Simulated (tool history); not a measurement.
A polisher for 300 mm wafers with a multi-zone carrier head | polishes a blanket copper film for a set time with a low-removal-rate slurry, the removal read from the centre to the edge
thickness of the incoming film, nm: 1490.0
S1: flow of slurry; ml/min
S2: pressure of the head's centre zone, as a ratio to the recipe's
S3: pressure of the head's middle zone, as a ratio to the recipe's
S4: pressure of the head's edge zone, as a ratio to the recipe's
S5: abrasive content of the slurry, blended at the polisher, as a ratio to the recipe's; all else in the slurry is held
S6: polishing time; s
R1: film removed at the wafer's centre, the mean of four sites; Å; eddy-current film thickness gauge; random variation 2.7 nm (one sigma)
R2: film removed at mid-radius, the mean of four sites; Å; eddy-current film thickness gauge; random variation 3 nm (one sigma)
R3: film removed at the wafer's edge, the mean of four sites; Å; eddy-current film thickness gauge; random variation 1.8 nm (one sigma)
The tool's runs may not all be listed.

run 1 hour=0.0 | S1=300 S2=1.00 S3=1.00 S4=1.00 S5=1.00 S6=58 | R1=1655.6 R2=1661.8 R3=1636.7
run 2 hour=1.2 | S1=300 S2=0.99 S3=1.01 S4=1.02 S5=1.10 S6=59 | R1=1711.9 R2=1752.7 R3=1685.2
run 3 hour=8.0 | S1=300 S2=0.99 S3=1.01 S4=1.07 S5=1.10 S6=59 | R1=1660.6 R2=1738.9 R3=1754.8
run 4 hour=16.2 | S1=300 S2=0.99 S3=1.01 S4=1.02 S5=1.10 S6=59 | R1=1695.8 R2=1750.1 R3=1686.8
run 5 hour=20.2 | S1=300 S2=0.99 S3=1.01 S4=1.02 S5=1.10 S6=48 | R1=1381.6 R2=1433.2 R3=1381.3
run 6 hour=28.3 | S1=300 S2=0.99 S3=1.08 S4=1.02 S5=1.10 S6=48 | R1=1369.1 R2=1536.6 R3=1376.1
run 7 hour=28.8 | S1=300 S2=0.99 S3=1.08 S4=1.04 S5=1.15 S6=51 | R1=1420.9 R2=1587.8 R3=1482.1

The next listed run, before its measurement:
run 8 hour=34.7 | S1=325 S2=1.05 S3=1.18 S4=1.13 S5=1.40 S6=67 | R1=? R2=? R3=?

R1: 2198.2 Å
R2: 2371.9 Å
R3: 2150.2 Å
